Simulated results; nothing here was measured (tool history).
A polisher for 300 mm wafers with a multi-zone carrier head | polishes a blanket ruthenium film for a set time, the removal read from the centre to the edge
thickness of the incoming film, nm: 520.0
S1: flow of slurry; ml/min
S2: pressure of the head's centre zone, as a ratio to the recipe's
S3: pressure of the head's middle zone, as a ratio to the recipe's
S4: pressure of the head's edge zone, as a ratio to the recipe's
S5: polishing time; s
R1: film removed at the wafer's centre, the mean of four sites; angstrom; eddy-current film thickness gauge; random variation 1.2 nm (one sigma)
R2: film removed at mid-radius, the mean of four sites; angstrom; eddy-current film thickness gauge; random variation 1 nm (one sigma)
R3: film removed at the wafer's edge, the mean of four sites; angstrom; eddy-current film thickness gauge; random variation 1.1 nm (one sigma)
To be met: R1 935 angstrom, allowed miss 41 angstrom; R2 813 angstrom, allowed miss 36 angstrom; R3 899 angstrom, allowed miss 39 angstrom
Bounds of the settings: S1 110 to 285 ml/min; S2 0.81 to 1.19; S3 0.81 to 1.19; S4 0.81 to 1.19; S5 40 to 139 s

run,hour,S1,S2,S3,S4,S5,R1,R2,R3
1,0,180,1,1,1,89,1032.7,1027.8,1025.5
2,6.1,175,1,0.97,0.99,88,1021,1014.1,998.43
3,8.4,205,1,0.97,0.99,88,1046.4,1023,1044.5
4,9.7,200,1.01,0.94,0.99,86,1039.9,952.85,1012.1
5,11,200,1.01,0.94,0.94,86,1056.9,966.68,970
6,11.9,200,1.01,0.94,0.94,68,808.67,766.07,767.88
7,19.3,210,1.02,0.94,0.96,69,859.01,765.02,799.37
8,27.3,215,1.02,0.95,0.97,70,865.25,791.97,800.56
9,34.9,220,1.02,0.94,0.98,71,871.57,821.71,827.96
10,36.1,220,1.03,0.92,0.99,71,889.34,787.98,834.65

5 next moves are on the table. One of them brings every result within its allowed miss. Which?
A,37.3,180,1.06,0.94,1.1,75,?,?,?
B,37.3,185,1.13,0.86,0.82,75,?,?,?
C,37.3,245,1.04,0.93,0.99,65,?,?,?
D,37.3,220,1.17,0.98,0.88,67,?,?,?
E,37.3,260,1.15,1.01,1.01,66,?,?,?

move,R1,R2,R3
A,935.38,827.41,898.91
B,1002.4,772.24,786.24
C,836.8,744.25,765.4
D,956.31,789.83,738.3
E,948.2,815.25,788.13
A: meets every target
B: further off than the last run
C: further off than the last run
D: further off than the last run
E: further off than the last run
Move A is the one to make.
